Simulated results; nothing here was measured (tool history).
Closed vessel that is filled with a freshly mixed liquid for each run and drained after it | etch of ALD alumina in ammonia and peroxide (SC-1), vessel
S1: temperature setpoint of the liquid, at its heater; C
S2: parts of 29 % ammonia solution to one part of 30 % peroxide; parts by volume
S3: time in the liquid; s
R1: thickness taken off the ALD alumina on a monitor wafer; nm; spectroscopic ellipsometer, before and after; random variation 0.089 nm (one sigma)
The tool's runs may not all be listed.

run,hour,S1,S2,S3,R1
1,0,59,0.95,80,7.7434
2,9.1,60.5,0.95,80,8.2926
3,15,61.5,0.95,80,8.6327
4,19.1,61.5,1.2,80,8.9361
5,25.2,59,1.2,80,7.9117
6,26.4,60.5,1.2,80,8.5492
7,34.3,61.5,1.2,80,8.857

Run 8 comes next. What will it give?
8,39.5,62.5,1.2,80,?

Run 8 gave R1 9.3681 nm.

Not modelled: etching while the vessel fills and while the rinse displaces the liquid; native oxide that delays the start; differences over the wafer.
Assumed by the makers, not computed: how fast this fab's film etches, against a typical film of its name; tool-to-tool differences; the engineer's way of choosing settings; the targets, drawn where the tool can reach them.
